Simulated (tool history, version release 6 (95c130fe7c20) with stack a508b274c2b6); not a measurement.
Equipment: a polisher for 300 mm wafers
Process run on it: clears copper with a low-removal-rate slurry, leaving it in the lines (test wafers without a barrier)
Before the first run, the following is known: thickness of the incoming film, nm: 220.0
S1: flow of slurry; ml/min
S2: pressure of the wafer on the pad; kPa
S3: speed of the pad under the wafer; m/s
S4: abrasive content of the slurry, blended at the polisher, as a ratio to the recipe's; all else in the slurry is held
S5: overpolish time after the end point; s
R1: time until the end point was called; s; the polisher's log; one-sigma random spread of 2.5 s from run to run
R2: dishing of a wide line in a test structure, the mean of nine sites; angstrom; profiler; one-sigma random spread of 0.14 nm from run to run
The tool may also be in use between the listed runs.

Run 1, day 0.000: S1 165 ml/min, S2 14.5 kPa, S3 0.84 m/s, S4 1.00, S5 14 s. Result: R1 130.37 s, R2 157.36 angstrom.
Run 2, day 0.167: S1 165 ml/min, S2 14.5 kPa, S3 0.84 m/s, S4 1.00, S5 9 s. Result: R1 127.07 s, R2 106.29 angstrom.
Run 3, day 0.400: S1 160 ml/min, S2 14.5 kPa, S3 0.84 m/s, S4 1.00, S5 9 s. Result: R1 124.15 s, R2 105.45 angstrom.
Run 4, day 0.667: S1 160 ml/min, S2 13.8 kPa, S3 0.84 m/s, S4 1.00, S5 9 s. Result: R1 136.24 s, R2 101.66 angstrom.
Run 5, day 1.025: S1 160 ml/min, S2 13.8 kPa, S3 0.84 m/s, S4 1.10, S5 9 s. Result: R1 137.10 s, R2 105.02 angstrom.
Run 6, day 1.346: S1 160 ml/min, S2 13.8 kPa, S3 0.84 m/s, S4 1.00, S5 9 s. Result: R1 133.20 s, R2 101.06 angstrom.

Expected results for the next run?
Run 7, day 1.612: S1 160 ml/min, S2 13.8 kPa, S3 0.84 m/s, S4 1.05, S5 9 s. Result: R1 ?, R2 ?.

Run 7 produced R1 133.93 s, R2 104.87 angstrom.
